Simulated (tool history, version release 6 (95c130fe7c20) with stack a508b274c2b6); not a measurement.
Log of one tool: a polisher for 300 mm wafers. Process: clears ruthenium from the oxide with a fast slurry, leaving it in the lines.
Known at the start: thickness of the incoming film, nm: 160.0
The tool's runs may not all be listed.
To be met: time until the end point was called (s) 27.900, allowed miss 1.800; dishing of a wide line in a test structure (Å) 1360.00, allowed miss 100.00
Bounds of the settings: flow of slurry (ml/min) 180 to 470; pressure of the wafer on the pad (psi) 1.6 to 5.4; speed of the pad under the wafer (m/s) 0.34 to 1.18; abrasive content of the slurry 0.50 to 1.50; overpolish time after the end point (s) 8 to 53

run	hour	flow of slurry (ml/min)	pressure of the wafer on the pad (psi)	speed of the pad under the wafer (m/s)	abrasive content of the slurry	overpolish time after the end point (s)	time until the end point was called (s)	dishing of a wide line in a test structure (Å)
1	0.0	300	3.5	0.76	1.00	27	34.610	897.95
2	1.6	335	3.5	0.76	1.00	27	33.573	903.28
3	10.0	335	3.5	0.76	1.10	27	33.803	940.76
4	16.9	335	2.7	0.76	1.10	27	42.747	732.32
5	24.9	295	2.7	0.76	1.10	27	43.444	741.02
6	31.6	295	2.7	0.90	1.10	27	37.162	856.48
7	39.8	295	2.8	0.90	1.10	28	36.992	881.35
8	45.0	295	2.9	0.90	1.10	29	34.546	962.55
9	46.8	295	3.0	0.90	1.10	30	33.058	1023.80
10	53.3	295	3.0	0.90	1.10	31	33.296	1062.30
11	59.5	295	3.1	0.90	1.10	31	33.250	1024.80
12	60.4	295	3.2	0.90	1.10	32	32.476	1116.90
13	62.9	295	3.3	0.90	1.10	32	30.003	1122.40
14	68.0	295	3.3	0.90	1.10	33	30.480	1140.70
15	71.6	295	3.3	0.90	1.10	34	30.529	1160.70
16	73.6	295	3.3	0.90	1.10	35	31.075	1219.10
17	75.3	295	3.5	0.90	1.10	36	29.053	1231.20

5 next moves are on the table. One of them brings every result within its allowed miss. Which?
A	77.0	325	3.6	0.90	1.15	38	?	?
B	77.0	270	3.1	0.82	1.30	37	?	?
C	77.0	240	3.5	0.92	1.15	30	?	?
D	77.0	295	4.1	0.82	0.95	31	?	?
E	77.0	250	2.9	1.04	1.10	34	?	?

move	time until the end point was called (s)	dishing of a wide line in a test structure (Å)
A	28.173	1390.20
B	34.736	1185.50
C	29.298	1152.70
D	29.285	1180.30
E	31.604	1193.90
A: meets every target
B: further off than the last run
C: further off than the last run
D: further off than the last run
E: further off than the last run
The right move is A.
